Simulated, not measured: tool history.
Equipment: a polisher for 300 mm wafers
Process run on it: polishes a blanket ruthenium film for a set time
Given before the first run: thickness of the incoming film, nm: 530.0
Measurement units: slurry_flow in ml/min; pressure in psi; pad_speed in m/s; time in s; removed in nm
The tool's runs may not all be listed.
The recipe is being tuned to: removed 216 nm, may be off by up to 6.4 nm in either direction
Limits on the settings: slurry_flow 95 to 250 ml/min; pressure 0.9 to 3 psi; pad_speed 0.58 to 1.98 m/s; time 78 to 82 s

| run | hour | slurry_flow | pressure | pad_speed | time | removed |
|---|---|---|---|---|---|---|
| 1 | 0 | 160 | 1.9 | 1.28 | 78 | 130.26 |
| 2 | 5.7 | 160 | 1.7 | 1.28 | 78 | 115.64 |
| 3 | 7.1 | 165 | 1.8 | 1.28 | 78 | 122.36 |
| 4 | 10.8 | 165 | 2.2 | 1.28 | 78 | 146.88 |
| 5 | 13.2 | 165 | 2.3 | 1.28 | 78 | 152.7 |
| 6 | 19.5 | 165 | 2.3 | 1.28 | 78 | 155.57 |
| 7 | 24.6 | 165 | 2.4 | 1.28 | 78 | 158.47 |
| 8 | 27.9 | 165 | 2.5 | 1.28 | 78 | 164.75 |
| 9 | 31.9 | 170 | 2.6 | 1.28 | 78 | 172.05 |
| 10 | 33.9 | 180 | 3 | 1.32 | 78 | 204.92 |

Below are 5 possible settings for the next run. Only one of them brings all results inside the allowed miss of their targets. Which is it?
| A | 35.9 | 185 | 2.6 | 1.52 | 78 | ? |
| B | 35.9 | 210 | 3 | 1.28 | 78 | ? |
| C | 35.9 | 215 | 2.8 | 1.34 | 78 | ? |
| D | 35.9 | 95 | 3 | 1.22 | 82 | ? |
| E | 35.9 | 210 | 3 | 1.34 | 81 | ? |

| move | removed |
|---|---|
| A | 203.67 |
| B | 199.12 |
| C | 195.74 |
| D | 183.88 |
| E | 216.18 |
A: misses by more than the last run did
B: misses by more than the last run did
C: misses by more than the last run did
D: misses by more than the last run did
E: in spec on every target
Move E is the one to make.

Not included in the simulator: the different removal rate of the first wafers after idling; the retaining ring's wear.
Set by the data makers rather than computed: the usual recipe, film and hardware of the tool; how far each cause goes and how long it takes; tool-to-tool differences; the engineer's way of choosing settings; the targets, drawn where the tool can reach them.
